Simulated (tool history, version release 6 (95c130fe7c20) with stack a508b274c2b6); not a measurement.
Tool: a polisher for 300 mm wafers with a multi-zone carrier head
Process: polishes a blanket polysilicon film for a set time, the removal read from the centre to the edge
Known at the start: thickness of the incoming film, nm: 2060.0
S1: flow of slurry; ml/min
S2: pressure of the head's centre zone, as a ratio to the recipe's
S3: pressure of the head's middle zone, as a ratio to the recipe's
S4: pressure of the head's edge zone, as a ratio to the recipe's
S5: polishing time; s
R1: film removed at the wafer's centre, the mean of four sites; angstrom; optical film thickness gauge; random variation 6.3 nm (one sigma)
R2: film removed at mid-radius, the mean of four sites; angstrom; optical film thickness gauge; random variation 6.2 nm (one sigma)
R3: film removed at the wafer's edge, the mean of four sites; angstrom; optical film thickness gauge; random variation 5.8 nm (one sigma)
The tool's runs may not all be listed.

| run | hour | S1 | S2 | S3 | S4 | S5 | R1 | R2 | R3 |
|---|---|---|---|---|---|---|---|---|---|
| 1 | 0.0 | 260 | 1.00 | 1.00 | 1.00 | 66 | 3641.9 | 3674.7 | 3468.1 |
| 2 | 7.8 | 260 | 1.00 | 0.92 | 1.00 | 66 | 3704.4 | 3405.2 | 3476.0 |
| 3 | 14.9 | 260 | 1.00 | 0.98 | 1.00 | 66 | 3596.8 | 3533.7 | 3423.4 |
| 4 | 22.6 | 260 | 1.00 | 1.00 | 1.01 | 69 | 3780.8 | 3841.3 | 3636.6 |
|  | 28.1 | edge zone pressure recalibrated |
| 5 | 28.1 | 260 | 1.07 | 1.00 | 1.01 | 69 | 4104.0 | 3882.6 | 3769.6 |
| 6 | 31.9 | 260 | 1.07 | 1.00 | 1.01 | 77 | 4454.2 | 4342.8 | 4149.8 |
| 7 | 37.5 | 260 | 1.08 | 1.02 | 1.03 | 78 | 4599.7 | 4408.2 | 4244.2 |

The next listed run, before its measurement:
| 8 | 41.2 | 260 | 1.08 | 1.04 | 1.04 | 80 | ? | ? | ? |

{"run 8": {"R1": 4613.2, "R2": 4554.9, "R3": 4414.1}}

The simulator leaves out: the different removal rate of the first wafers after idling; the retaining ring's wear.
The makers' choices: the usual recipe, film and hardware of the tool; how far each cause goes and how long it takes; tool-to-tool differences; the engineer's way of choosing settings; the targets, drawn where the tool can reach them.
